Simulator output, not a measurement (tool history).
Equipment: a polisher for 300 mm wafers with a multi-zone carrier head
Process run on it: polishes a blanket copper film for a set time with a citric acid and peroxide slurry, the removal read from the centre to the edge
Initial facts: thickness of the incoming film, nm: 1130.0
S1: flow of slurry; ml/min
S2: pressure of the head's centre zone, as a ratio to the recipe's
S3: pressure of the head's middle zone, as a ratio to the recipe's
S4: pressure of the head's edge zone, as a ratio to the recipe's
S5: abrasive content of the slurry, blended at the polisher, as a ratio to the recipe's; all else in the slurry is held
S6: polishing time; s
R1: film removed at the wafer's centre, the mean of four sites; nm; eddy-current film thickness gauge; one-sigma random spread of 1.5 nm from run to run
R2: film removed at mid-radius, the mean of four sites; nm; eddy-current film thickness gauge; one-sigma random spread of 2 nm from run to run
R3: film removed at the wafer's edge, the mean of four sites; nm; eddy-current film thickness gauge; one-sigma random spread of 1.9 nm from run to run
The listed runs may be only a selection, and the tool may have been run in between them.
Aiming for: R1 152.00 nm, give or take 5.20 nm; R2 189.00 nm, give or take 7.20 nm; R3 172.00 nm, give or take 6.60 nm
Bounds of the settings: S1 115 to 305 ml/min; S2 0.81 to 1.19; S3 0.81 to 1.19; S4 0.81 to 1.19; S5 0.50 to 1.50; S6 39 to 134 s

Run 1, hour 0.0: S1 195 ml/min, S2 1.00, S3 1.00, S4 1.00, S5 1.00, S6 86 s. Result: R1 137.00 nm, R2 137.33 nm, R3 134.79 nm.
Run 2, hour 6.4: S1 200 ml/min, S2 0.99, S3 1.02, S4 1.02, S5 1.05, S6 87 s. Result: R1 139.69 nm, R2 141.20 nm, R3 137.35 nm.
Run 3, hour 9.2: S1 200 ml/min, S2 0.97, S3 1.03, S4 1.03, S5 1.10, S6 89 s. Result: R1 141.84 nm, R2 150.93 nm, R3 144.30 nm.
Run 4, hour 10.2: S1 165 ml/min, S2 0.97, S3 1.03, S4 1.03, S5 1.10, S6 89 s. Result: R1 138.06 nm, R2 146.41 nm, R3 141.90 nm.
Run 5, hour 13.5: S1 165 ml/min, S2 1.02, S3 1.03, S4 1.03, S5 1.10, S6 89 s. Result: R1 146.92 nm, R2 144.13 nm, R3 142.09 nm.
Run 6, hour 14.6: S1 165 ml/min, S2 1.02, S3 1.03, S4 1.03, S5 1.25, S6 89 s. Result: R1 148.90 nm, R2 150.26 nm, R3 149.00 nm.
Run 7, hour 20.2: S1 170 ml/min, S2 1.01, S3 1.05, S4 1.04, S5 1.30, S6 89 s. Result: R1 152.91 nm, R2 153.67 nm, R3 151.55 nm.
Run 8, hour 24.0: S1 170 ml/min, S2 1.01, S3 1.05, S4 1.04, S5 1.30, S6 89 s. Result: R1 150.41 nm, R2 153.06 nm, R3 145.96 nm.
Run 9, hour 31.7: S1 170 ml/min, S2 0.99, S3 1.05, S4 1.05, S5 1.35, S6 90 s. Result: R1 153.57 nm, R2 155.62 nm, R3 154.35 nm.
Run 10, hour 32.9: S1 170 ml/min, S2 0.97, S3 1.07, S4 1.06, S5 1.35, S6 91 s. Result: R1 148.24 nm, R2 160.99 nm, R3 154.77 nm.

Exactly one of the 4 candidate moves below puts every result within its allowed miss. Which one?
Run A, hour 34.1: S1 210 ml/min, S2 0.95, S3 1.12, S4 1.04, S5 1.45, S6 91 s. Result: R1 ?, R2 ?, R3 ?.
Run B, hour 34.1: S1 170 ml/min, S2 0.85, S3 1.08, S4 1.19, S5 1.25, S6 107 s. Result: R1 ?, R2 ?, R3 ?.
Run C, hour 34.1: S1 135 ml/min, S2 0.92, S3 1.00, S4 1.18, S5 1.00, S6 113 s. Result: R1 ?, R2 ?, R3 ?.
Run D, hour 34.1: S1 150 ml/min, S2 0.91, S3 1.15, S4 1.11, S5 1.20, S6 103 s. Result: R1 ?, R2 ?, R3 ?.

move      R1      R2      R3
   A  151.69  176.09  161.88
   B  150.45  189.94  193.91
   C  158.98  174.10  190.24
   D  151.70  188.83  176.62
A: closer than the last run, but not yet in spec
B: the furthest-off result lands on target, but another misses its tolerance
C: closer than the last run, but not yet in spec
D: all results in spec
The right move is D.

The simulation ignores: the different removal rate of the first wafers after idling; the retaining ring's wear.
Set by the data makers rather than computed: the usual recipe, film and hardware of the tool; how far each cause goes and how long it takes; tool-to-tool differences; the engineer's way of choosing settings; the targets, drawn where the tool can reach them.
